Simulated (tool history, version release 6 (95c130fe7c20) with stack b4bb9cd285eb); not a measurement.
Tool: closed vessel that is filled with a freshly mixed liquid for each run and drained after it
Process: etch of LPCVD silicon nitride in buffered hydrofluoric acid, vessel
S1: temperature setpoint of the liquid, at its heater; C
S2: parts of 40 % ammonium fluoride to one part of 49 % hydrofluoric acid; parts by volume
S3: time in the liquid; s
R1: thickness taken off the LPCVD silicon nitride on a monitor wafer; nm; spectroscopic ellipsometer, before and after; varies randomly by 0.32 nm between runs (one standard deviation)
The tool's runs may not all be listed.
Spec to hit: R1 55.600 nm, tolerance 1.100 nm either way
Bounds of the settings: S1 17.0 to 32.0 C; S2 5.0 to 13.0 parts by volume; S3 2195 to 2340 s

| run | hour | S1 | S2 | S3 | R1 |
|---|---|---|---|---|---|
| 1 | 0.0 | 24.0 | 8.0 | 2195 | 38.284 |
| 2 | 6.9 | 25.5 | 8.0 | 2195 | 41.537 |
| 3 | 8.4 | 25.5 | 8.0 | 2340 | 44.021 |
| 4 | 17.1 | 24.0 | 8.0 | 2340 | 40.989 |
| 5 | 24.4 | 24.0 | 9.5 | 2340 | 34.552 |
| 6 | 33.1 | 24.0 | 9.5 | 2195 | 32.256 |
| 7 | 38.6 | 24.0 | 9.5 | 2195 | 32.692 |
| 8 | 46.4 | 26.0 | 9.0 | 2195 | 37.367 |
| 9 | 54.3 | 27.5 | 9.0 | 2195 | 40.971 |
| 10 | 55.9 | 31.5 | 8.5 | 2195 | 53.056 |

Next run, 4 choices. One meets every target within its allowed miss, the rest don't. Which?
| A | 57.5 | 29.5 | 7.5 | 2215 | ? |
| B | 57.5 | 32.0 | 9.5 | 2280 | ? |
| C | 57.5 | 30.5 | 8.5 | 2275 | ? |
| D | 57.5 | 32.0 | 8.0 | 2195 | ? |

| move | R1 |
|---|---|
| A | 55.574 |
| B | 51.720 |
| C | 52.536 |
| D | 58.513 |
A: every result lands within tolerance
B: misses by more than the last run did
C: misses by more than the last run did
D: takes the result that was furthest off past its target
The right move is A.
